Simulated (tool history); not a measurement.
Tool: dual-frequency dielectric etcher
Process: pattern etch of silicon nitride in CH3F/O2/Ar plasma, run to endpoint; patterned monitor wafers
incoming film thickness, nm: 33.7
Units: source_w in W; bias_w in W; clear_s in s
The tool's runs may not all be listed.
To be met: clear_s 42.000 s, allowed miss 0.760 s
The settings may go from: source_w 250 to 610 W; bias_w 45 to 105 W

run,day,source_w,bias_w,clear_s
1,0.000,430,75,48.902
2,0.112,430,67,50.696
3,0.154,460,69,49.185
4,0.188,460,61,50.063
5,0.529,460,50,53.984
6,0.600,480,53,51.839
7,0.871,500,56,50.155
8,1.138,520,59,48.837
# day 1.471: bias power generator calibrated
9,1.471,530,62,48.134
10,1.812,540,65,47.157
11,1.858,550,68,46.382
12,2.088,560,70,45.480
13,2.204,570,72,45.016

4 next moves are on the table. One of them brings every result within its allowed miss. Which?
A,2.321,520,72,?
B,2.321,560,52,?
C,2.321,530,64,?
D,2.321,610,81,?

move,clear_s
A,47.001
B,50.282
C,48.369
D,42.636
A: further off than the last run
B: further off than the last run
C: further off than the last run
D: meets every target
Answer: D
